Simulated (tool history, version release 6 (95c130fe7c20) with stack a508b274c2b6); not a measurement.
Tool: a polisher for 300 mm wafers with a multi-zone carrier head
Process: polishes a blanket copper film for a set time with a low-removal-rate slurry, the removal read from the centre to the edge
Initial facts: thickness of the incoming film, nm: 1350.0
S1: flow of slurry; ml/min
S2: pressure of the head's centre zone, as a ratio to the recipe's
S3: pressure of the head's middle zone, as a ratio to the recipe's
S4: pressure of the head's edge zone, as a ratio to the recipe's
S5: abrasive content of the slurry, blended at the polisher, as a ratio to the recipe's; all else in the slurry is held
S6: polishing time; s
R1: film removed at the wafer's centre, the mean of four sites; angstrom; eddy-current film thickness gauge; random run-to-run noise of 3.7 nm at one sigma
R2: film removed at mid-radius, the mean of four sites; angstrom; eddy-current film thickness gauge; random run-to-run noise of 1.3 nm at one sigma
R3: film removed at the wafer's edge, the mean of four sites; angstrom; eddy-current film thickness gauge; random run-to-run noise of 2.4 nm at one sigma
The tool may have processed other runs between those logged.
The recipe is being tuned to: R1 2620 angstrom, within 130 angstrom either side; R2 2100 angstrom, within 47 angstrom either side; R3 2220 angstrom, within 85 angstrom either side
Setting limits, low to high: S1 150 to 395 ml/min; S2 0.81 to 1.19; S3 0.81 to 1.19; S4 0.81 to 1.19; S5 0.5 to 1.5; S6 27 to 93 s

run  hour   S1    S2    S3    S4    S5  S6      R1      R2      R3
  1     0  250     1     1     1     1  59  1930.7  1991.7  1985.4
  2   8.7  260  1.03  0.99  1.01  1.05  59  2050.2  1984.3  2011.8
  3  11.8  305  1.03  0.99  1.01  1.05  59  2090.5  2022.7  2060.5
  4  17.5  305  1.03  0.99  1.01  0.95  59  1974.7  1969.6  1967.2
  5  23.5  305  1.03  0.99  0.96  0.95  59  2032.9  1981.4  1905.7
  6    31  305  1.03  1.06  0.96  0.95  59  2049.4  2094.3  1928.2
  7  36.1  350  1.13  0.96  1.06   1.2  60  2436.8    2098  2228.6
  8  37.7  350  1.14  0.96  1.06   1.2  60  2480.8  2097.6  2189.5
  9  43.6  350  1.15  0.96  1.06   1.2  60    2467  2105.6  2181.7
 10  46.8  350  1.15  0.96  1.06   1.2  60  2429.4  2124.3  2219.7
 11  54.6  355  1.16  0.95  1.05   1.2  60  2490.8  2098.7  2223.4
 12  58.3  360  1.16  0.95  1.04   1.2  60  2482.2    2097  2157.5

Pick the move, out of 5, that brings all results within their allowed miss; only one does.
  A    62  365  1.12  0.97  0.99  1.25  58   ?   ?   ?
  B    62  345  1.08  0.98  1.05   1.2  60   ?   ?   ?
  C    62  385  1.19  0.93  1.02  1.25  61   ?   ?   ?
  D    62  395  1.04  0.96     1  1.15  59   ?   ?   ?
  E    62  375   1.1  0.98  1.04  1.15  60   ?   ?   ?

move      R1      R2      R3
   A  2410.4  2074.8  2108.7
   B  2370.8  2133.4    2214
   C  2700.6  2114.8  2258.7
   D  2251.3  2063.7  2122.4
   E  2406.8  2125.9  2192.6
A: the biggest miss grows against the last run
B: the biggest miss grows against the last run
C: all results in spec
D: the biggest miss grows against the last run
E: the biggest miss grows against the last run
Correct choice: C, which meets every target
